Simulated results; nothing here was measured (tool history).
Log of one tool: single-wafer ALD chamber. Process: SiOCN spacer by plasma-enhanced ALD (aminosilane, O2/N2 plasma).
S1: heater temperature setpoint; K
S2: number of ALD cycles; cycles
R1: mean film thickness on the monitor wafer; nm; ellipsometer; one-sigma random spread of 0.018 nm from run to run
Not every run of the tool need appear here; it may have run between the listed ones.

run	hour	S1	S2	R1
1	0	663.15	90	5.0746
2	8.3	663.15	88	4.9875
3	17.5	663.15	86	4.8455
4	25	663.15	95	5.3537
5	26.3	663.15	93	5.2306
# hour 27: thermocouple changed; heater temperature recalibrated
6	27	663.15	98	5.5316

Estimate the outcome of run 7 from the log above:
7	34.8	663.15	95	?

R1: 5.3433 nm
